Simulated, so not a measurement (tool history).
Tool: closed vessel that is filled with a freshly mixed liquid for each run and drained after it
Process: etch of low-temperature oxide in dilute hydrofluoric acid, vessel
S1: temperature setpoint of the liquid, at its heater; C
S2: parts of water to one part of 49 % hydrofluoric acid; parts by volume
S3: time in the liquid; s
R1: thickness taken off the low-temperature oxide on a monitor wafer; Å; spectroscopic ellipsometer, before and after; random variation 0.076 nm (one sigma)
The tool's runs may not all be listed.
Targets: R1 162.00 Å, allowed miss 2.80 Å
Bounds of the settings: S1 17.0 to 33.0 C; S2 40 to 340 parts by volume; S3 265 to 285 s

{"run": 1, "day": 0.0, "S1": 25.0, "S2": 190, "S3": 265, "R1": 222.79}
{"run": 2, "day": 0.142, "S1": 27.5, "S2": 190, "S3": 265, "R1": 242.57}
{"run": 3, "day": 0.188, "S1": 25.0, "S2": 190, "S3": 265, "R1": 221.2}
{"run": 4, "day": 0.292, "S1": 23.0, "S2": 190, "S3": 265, "R1": 203.37}
{"run": 5, "day": 0.567, "S1": 21.5, "S2": 190, "S3": 265, "R1": 194.77}
{"run": 6, "day": 0.85, "S1": 20.0, "S2": 190, "S3": 265, "R1": 183.98}
{"run": 7, "day": 1.033, "S1": 19.5, "S2": 190, "S3": 265, "R1": 180.54}
{"run": 8, "day": 1.183, "S1": 19.0, "S2": 190, "S3": 265, "R1": 177.55}
{"run": 9, "day": 1.412, "S1": 18.5, "S2": 190, "S3": 265, "R1": 171.9}
{"run": 10, "day": 1.454, "S1": 18.0, "S2": 190, "S3": 265, "R1": 170.21}
{"run": 11, "day": 1.642, "S1": 17.5, "S2": 190, "S3": 265, "R1": 166.62}

Which of these 5 next moves meets every target?
{"run": "A", "day": 1.829, "S1": 17.0, "S2": 185, "S3": 265, "R1": "?"}
{"run": "B", "day": 1.829, "S1": 17.0, "S2": 190, "S3": 280, "R1": "?"}
{"run": "C", "day": 1.829, "S1": 17.0, "S2": 200, "S3": 280, "R1": "?"}
{"run": "D", "day": 1.829, "S1": 18.0, "S2": 195, "S3": 280, "R1": "?"}
{"run": "E", "day": 1.829, "S1": 20.0, "S2": 210, "S3": 280, "R1": "?"}

move=A R1=166.44
move=B R1=170.44
move=C R1=160.43
move=D R1=172.01
move=E R1=170.21
A: as far off as the last run
B: further off than the last run
C: meets every target
D: further off than the last run
E: further off than the last run
Move C is the one to make.

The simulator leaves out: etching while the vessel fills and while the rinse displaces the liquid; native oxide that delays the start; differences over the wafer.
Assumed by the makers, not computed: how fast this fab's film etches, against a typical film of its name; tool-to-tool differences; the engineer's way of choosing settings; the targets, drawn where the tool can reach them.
